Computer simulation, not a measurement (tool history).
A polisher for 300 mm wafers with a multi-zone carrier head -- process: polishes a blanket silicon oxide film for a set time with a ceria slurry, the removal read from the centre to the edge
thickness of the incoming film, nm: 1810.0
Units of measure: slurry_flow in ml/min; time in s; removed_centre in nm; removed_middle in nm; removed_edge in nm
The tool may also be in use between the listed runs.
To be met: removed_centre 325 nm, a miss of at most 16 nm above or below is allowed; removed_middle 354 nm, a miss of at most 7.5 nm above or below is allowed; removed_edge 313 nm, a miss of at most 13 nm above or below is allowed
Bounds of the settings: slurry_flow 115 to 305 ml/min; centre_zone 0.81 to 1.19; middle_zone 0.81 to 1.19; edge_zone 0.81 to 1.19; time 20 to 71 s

run	hour	slurry_flow	centre_zone	middle_zone	edge_zone	time	removed_centre	removed_middle	removed_edge
1	0	195	1	1	1	45	256.35	252.3	255.37
2	0.7	195	1	1	1	35	198.46	196.84	198.21
3	2.3	195	1	1.04	1	35	197.29	201.8	198.45
4	5	205	1.01	1.06	1	38	218.61	225.99	210.6
5	10	205	1.01	1.06	0.94	38	221.31	226.7	210.24
6	17.7	205	1.06	1.06	0.94	38	231.41	224.58	210.77
7	20.8	210	1.05	1.07	0.96	40	240.9	242.43	217.14
8	29.6	155	1	1.05	1.06	53	287.8	300.61	291.28
9	32.7	170	1	1.06	1.06	53	287.32	302.93	294.68
10	41.6	185	1.01	1.07	1.06	53	297.35	311.72	304.32
11	47.8	195	1.02	1.09	1.05	53	301.58	316.16	304.96
12	54.7	250	1.06	1.19	1.02	54	327.24	365.49	319.07

Below are 4 possible settings for the next run. Only one of them brings all results inside the allowed miss of their targets. Which is it?
A	61.6	235	1	1.19	1	55	?	?	?
B	61.6	220	1.02	1.19	1.05	57	?	?	?
C	61.6	220	1.02	1.15	1	55	?	?	?
D	61.6	180	1.06	1.19	0.97	58	?	?	?

move	removed_centre	removed_middle	removed_edge
A	319.61	369.77	313.06
B	334.54	379.7	330.02
C	322.71	355.74	311.1
D	341.41	374.1	315.52
A: misses by more than the last run did
B: misses by more than the last run did
C: hits every target within its allowed miss
D: misses by more than the last run did
Go with C: it meets all targets.
